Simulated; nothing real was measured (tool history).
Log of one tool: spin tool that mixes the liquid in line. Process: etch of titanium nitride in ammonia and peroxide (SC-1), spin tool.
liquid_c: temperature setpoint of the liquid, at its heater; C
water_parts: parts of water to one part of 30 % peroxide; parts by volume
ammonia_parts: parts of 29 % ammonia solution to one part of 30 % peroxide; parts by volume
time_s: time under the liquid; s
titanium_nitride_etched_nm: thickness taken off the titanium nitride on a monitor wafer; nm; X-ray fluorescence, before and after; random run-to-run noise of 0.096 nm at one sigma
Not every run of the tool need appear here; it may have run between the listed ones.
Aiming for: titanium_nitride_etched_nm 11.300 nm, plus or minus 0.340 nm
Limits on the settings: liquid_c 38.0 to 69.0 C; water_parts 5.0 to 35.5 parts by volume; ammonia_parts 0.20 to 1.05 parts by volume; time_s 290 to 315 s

run	day	liquid_c	water_parts	ammonia_parts	time_s	titanium_nitride_etched_nm
1	0.000	53.0	19.5	0.55	290	18.464
2	0.183	53.0	19.5	0.45	290	17.755
3	0.425	51.5	19.5	0.45	290	16.022
4	0.738	50.5	19.5	0.45	290	14.999
5	0.908	53.5	19.5	0.45	290	18.277
6	1.150	52.0	19.5	0.45	290	16.411
7	1.246	51.0	19.5	0.45	290	15.744
8	1.338	50.0	19.5	0.45	290	14.522
9	1.512	49.0	19.5	0.45	290	13.590
10	1.554	48.5	19.5	0.45	290	13.170
11	1.904	48.0	19.5	0.45	290	12.552
12	1.958	47.5	19.5	0.45	290	12.331
13	2.296	47.0	19.5	0.45	290	11.930

Consider the 4 candidate settings below. Which is the only one whose results all fall within their allowed miss of target?
A	2.633	42.5	13.0	0.45	290	?
B	2.633	46.5	19.5	0.45	290	?
C	2.633	45.0	18.5	0.45	290	?
D	2.633	48.5	26.5	0.50	310	?

move	titanium_nitride_etched_nm
A	10.506
B	11.218
C	10.377
D	11.856
A: takes the result that was furthest off past its target
B: every result lands within tolerance
C: takes the result that was furthest off past its target
D: closes in on the targets versus the last run, not all within tolerance yet
B is the move that brings every result within its allowed miss.
